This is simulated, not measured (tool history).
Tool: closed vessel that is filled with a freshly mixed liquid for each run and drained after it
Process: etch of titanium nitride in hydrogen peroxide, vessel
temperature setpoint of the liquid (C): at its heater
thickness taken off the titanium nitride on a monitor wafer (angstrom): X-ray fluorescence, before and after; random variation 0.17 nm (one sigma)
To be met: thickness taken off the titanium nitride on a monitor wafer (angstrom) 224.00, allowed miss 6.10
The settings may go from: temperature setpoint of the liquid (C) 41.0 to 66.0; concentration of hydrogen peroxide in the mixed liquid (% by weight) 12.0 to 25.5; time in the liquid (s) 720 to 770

run	hour	temperature setpoint of the liquid (C)	concentration of hydrogen peroxide in the mixed liquid (% by weight)	time in the liquid (s)	thickness taken off the titanium nitride on a monitor wafer (angstrom)
1	0.0	57.0	17.5	720	492.95
2	2.7	57.0	17.5	720	499.13
3	10.6	54.0	17.5	720	405.04
4	12.9	54.0	19.0	720	407.58
5	21.8	50.0	19.0	720	309.43
6	23.3	50.0	21.0	720	312.33
7	25.1	48.5	21.0	720	283.53
8	32.7	47.5	21.0	720	260.93
9	35.4	47.0	21.0	720	254.86
10	39.7	44.5	21.0	720	211.19

4 next moves are on the table. One of them brings every result within its allowed miss. Which?
A	44.0	43.0	21.5	770	?
B	44.0	43.5	21.5	765	?
C	44.0	45.5	20.5	720	?
D	44.0	44.0	23.0	720	?

move	thickness taken off the titanium nitride on a monitor wafer (angstrom)
A	200.82
B	207.18
C	224.13
D	205.42
A: further off than the last run
B: further off than the last run
C: meets every target
D: further off than the last run
Answer: C
